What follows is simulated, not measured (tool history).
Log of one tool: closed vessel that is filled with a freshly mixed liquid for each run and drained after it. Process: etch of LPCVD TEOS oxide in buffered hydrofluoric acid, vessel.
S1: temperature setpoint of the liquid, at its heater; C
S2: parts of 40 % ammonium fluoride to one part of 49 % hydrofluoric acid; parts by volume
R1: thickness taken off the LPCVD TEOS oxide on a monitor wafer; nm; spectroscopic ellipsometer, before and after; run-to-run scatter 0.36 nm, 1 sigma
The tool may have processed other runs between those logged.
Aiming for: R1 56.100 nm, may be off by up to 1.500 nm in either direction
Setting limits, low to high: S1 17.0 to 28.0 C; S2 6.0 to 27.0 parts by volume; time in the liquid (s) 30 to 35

run 1 hour=0.0 | S1=20.0 S2=16.5 time_in_the_liquid_(s)=35 | R1=49.594
run 2 hour=4.1 | S1=20.0 S2=16.5 time_in_the_liquid_(s)=30 | R1=42.337
run 3 hour=7.6 | S1=22.0 S2=16.5 time_in_the_liquid_(s)=30 | R1=47.702
run 4 hour=10.7 | S1=22.0 S2=16.5 time_in_the_liquid_(s)=30 | R1=47.782
run 5 hour=12.4 | S1=22.0 S2=16.5 time_in_the_liquid_(s)=30 | R1=47.826
run 6 hour=19.5 | S1=23.0 S2=16.5 time_in_the_liquid_(s)=30 | R1=50.641
run 7 hour=20.7 | S1=23.0 S2=16.5 time_in_the_liquid_(s)=30 | R1=50.208
run 8 hour=27.8 | S1=23.5 S2=16.5 time_in_the_liquid_(s)=30 | R1=51.759

Of the 5 settings listed for the next run, only one would bring every result within its allowed miss of target. Which one?
run A hour=34.9 | S1=24.5 S2=17.5 time_in_the_liquid_(s)=35 | R1=?
run B hour=34.9 | S1=23.0 S2=16.5 time_in_the_liquid_(s)=35 | R1=?
run C hour=34.9 | S1=22.5 S2=16.0 time_in_the_liquid_(s)=35 | R1=?
run D hour=34.9 | S1=24.0 S2=17.0 time_in_the_liquid_(s)=35 | R1=?
run E hour=34.9 | S1=24.0 S2=15.5 time_in_the_liquid_(s)=30 | R1=?

move=A R1=60.111
move=B R1=58.675
move=C R1=58.836
move=D R1=60.187
move=E R1=56.498
A: takes the biggest miss from the last run beyond its target
B: takes the biggest miss from the last run beyond its target
C: takes the biggest miss from the last run beyond its target
D: takes the biggest miss from the last run beyond its target
E: hits every target within its allowed miss
Answer: E
